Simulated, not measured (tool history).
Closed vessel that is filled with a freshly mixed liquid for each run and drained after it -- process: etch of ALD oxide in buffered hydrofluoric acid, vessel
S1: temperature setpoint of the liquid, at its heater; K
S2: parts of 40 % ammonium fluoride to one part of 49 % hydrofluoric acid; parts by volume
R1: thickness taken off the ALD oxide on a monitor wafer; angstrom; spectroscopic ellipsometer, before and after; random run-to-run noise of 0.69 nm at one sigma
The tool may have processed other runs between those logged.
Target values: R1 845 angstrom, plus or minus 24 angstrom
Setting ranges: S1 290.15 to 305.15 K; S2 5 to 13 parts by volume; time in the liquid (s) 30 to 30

run 1 day=0 | S1=297.15 S2=8 time_in_the_liquid_(s)=30 | R1=958.42
run 2 day=0.367 | S1=297.15 S2=8 time_in_the_liquid_(s)=30 | R1=954.77
run 3 day=0.471 | S1=297.15 S2=8 time_in_the_liquid_(s)=30 | R1=956.98
run 4 day=0.633 | S1=297.15 S2=6.5 time_in_the_liquid_(s)=30 | R1=1177.1
run 5 day=0.917 | S1=296.15 S2=6.5 time_in_the_liquid_(s)=30 | R1=1116.4
run 6 day=1.154 | S1=295.65 S2=6.5 time_in_the_liquid_(s)=30 | R1=1096.6
run 7 day=1.442 | S1=295.15 S2=6.5 time_in_the_liquid_(s)=30 | R1=1057.8
run 8 day=1.55 | S1=294.65 S2=6.5 time_in_the_liquid_(s)=30 | R1=1035.5
run 9 day=1.854 | S1=294.15 S2=6.5 time_in_the_liquid_(s)=30 | R1=997.01
run 10 day=2 | S1=293.65 S2=6.5 time_in_the_liquid_(s)=30 | R1=988.07
run 11 day=2.271 | S1=290.15 S2=6.5 time_in_the_liquid_(s)=30 | R1=793.73

Exercise: of the 4 proposed moves below, exactly one satisfies all targets within the stated allowed misses. Which move is it?
run A day=2.542 | S1=291.15 S2=6.5 time_in_the_liquid_(s)=30 | R1=?
run B day=2.542 | S1=292.15 S2=7.5 time_in_the_liquid_(s)=30 | R1=?
run C day=2.542 | S1=291.15 S2=7 time_in_the_liquid_(s)=30 | R1=?
run D day=2.542 | S1=295.15 S2=8.5 time_in_the_liquid_(s)=30 | R1=?

move=A R1=855.14
move=B R1=787.47
move=C R1=801.8
move=D R1=812.83
A: all results land within tolerance of their targets
B: moves away from the targets compared with the last run
C: moves toward the targets from the last run without getting all of them in spec
D: moves toward the targets from the last run without getting all of them in spec
So the answer is move A, the one that meets all the targets.

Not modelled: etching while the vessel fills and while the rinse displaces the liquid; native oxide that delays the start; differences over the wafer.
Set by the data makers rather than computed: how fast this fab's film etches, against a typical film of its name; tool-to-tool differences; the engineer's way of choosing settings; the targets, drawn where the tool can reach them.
